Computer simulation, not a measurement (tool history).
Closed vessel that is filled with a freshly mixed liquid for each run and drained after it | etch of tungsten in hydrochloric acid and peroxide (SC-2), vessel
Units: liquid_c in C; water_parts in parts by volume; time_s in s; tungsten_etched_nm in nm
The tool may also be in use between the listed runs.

run	hour	liquid_c	water_parts	time_s	tungsten_etched_nm
1	0	64	5.5	100	73.108
2	5.8	64	4	100	92.295
3	12.6	64	4	100	93.474
4	17.5	63	4	100	87.043
5	18.3	63	4	100	87.935
6	21.2	63	4	100	87.052
7	29.9	62.5	4	100	84.916
8	30.7	62	4	100	81.953
9	36.7	61.5	4	100	78.278
10	38.9	61	4	100	76.567
11	40.7	60.5	4	100	74.44

The next listed run, before its measurement:
12	46.2	60	4	100	?

Run 12 gave tungsten_etched_nm 71.902 nm.
